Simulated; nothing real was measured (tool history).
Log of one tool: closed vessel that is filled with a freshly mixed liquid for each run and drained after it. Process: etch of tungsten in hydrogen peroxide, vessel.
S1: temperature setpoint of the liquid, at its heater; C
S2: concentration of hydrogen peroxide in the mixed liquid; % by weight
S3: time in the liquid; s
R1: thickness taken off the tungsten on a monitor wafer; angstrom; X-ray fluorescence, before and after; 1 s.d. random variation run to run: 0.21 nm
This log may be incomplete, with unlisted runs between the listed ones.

run,hour,S1,S2,S3,R1
1,0.0,56.0,16,30,628.03
2,4.1,56.0,19,30,697.39
3,7.1,61.0,19,30,917.00
4,11.2,61.0,22,30,990.66
5,18.1,56.5,22,30,769.23
6,26.5,56.5,22,30,758.22
7,34.0,53.5,22,30,640.24
8,43.2,51.0,22,30,547.16
9,47.1,49.0,22,30,490.87
10,56.4,47.5,22,30,441.87

Run 11 is up next; what results do you expect?
11,58.7,46.5,22,30,?

{"run 11": {"R1": 412.3}}
